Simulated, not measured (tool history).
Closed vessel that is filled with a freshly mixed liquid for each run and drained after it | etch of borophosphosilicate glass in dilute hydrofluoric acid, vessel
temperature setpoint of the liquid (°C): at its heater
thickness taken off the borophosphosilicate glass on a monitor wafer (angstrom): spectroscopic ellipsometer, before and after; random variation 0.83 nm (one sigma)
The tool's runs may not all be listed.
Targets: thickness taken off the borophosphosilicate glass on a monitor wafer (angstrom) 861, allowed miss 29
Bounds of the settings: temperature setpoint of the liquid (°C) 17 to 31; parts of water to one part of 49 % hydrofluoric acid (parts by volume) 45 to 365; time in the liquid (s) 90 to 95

run	day	temperature setpoint of the liquid (°C)	parts of water to one part of 49 % hydrofluoric acid (parts by volume)	time in the liquid (s)	thickness taken off the borophosphosilicate glass on a monitor wafer (angstrom)
1	0	23	205	90	327.62
2	0.079	25	205	90	350.95
3	0.304	26	185	90	418.76
4	0.446	26	225	90	329.43
5	0.712	26	270	90	261.38
6	1.046	26	270	90	261.68
7	1.096	26.5	240	90	306.46
8	1.408	27	215	90	354.04
9	1.712	27.5	190	90	424.81
10	1.95	28	175	90	474.3
11	2.329	28.5	160	90	537.01
12	2.412	29	150	90	600.01
13	2.496	31	100	90	1038
14	2.712	30.5	100	90	1014.8
15	2.825	30.5	100	90	1012
16	3.204	30	100	90	972.56
17	3.538	29.5	100	90	962.77
18	3.6	29	100	90	954.25
19	3.908	28.5	100	90	935.14
# day 4.088: hydrofluoric acid flow meter replaced
20	4.088	28	100	90	803.37
21	4.283	28.5	100	90	827.35

5 next moves are on the table. One of them brings every result within its allowed miss. Which?
A	4.479	25.5	100	95	?
B	4.479	29.5	115	95	?
C	4.479	26	95	90	?
D	4.479	29.5	105	95	?
E	4.479	30.5	120	95	?

move	thickness taken off the borophosphosilicate glass on a monitor wafer (angstrom)
A	776.27
B	770.86
C	794.48
D	855.97
E	761.29
A: further off than the last run
B: further off than the last run
C: further off than the last run
D: meets every target
E: further off than the last run
Answer: D
